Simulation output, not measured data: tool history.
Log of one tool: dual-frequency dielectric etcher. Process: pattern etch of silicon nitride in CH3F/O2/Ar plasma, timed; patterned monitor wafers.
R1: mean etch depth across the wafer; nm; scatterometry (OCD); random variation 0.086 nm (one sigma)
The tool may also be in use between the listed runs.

run 1 day=0 | source_power_(kW)=0.4 bias_power_(kW)=0.069 etch_time_(s)=29 | R1=22.252
run 2 day=0.35 | source_power_(kW)=0.4 bias_power_(kW)=0.069 etch_time_(s)=29 | R1=22.451
run 3 day=0.696 | source_power_(kW)=0.4 bias_power_(kW)=0.058 etch_time_(s)=29 | R1=20.68
run 4 day=1.062 | source_power_(kW)=0.38 bias_power_(kW)=0.057 etch_time_(s)=29 | R1=20.382
run 5 day=1.142 | source_power_(kW)=0.38 bias_power_(kW)=0.057 etch_time_(s)=26.5 | R1=18.475
run 6 day=1.342 | source_power_(kW)=0.43 bias_power_(kW)=0.057 etch_time_(s)=26.5 | R1=19.548
run 7 day=1.379 | source_power_(kW)=0.43 bias_power_(kW)=0.057 etch_time_(s)=26.5 | R1=19.517
run 8 day=1.696 | source_power_(kW)=0.42 bias_power_(kW)=0.056 etch_time_(s)=26.5 | R1=19.212
run 9 day=1.767 | source_power_(kW)=0.41 bias_power_(kW)=0.056 etch_time_(s)=26.5 | R1=19.076

Forecast run 10:
run 10 day=2.042 | source_power_(kW)=0.4 bias_power_(kW)=0.056 etch_time_(s)=26.5 | R1=?

R1: 18.857 nm
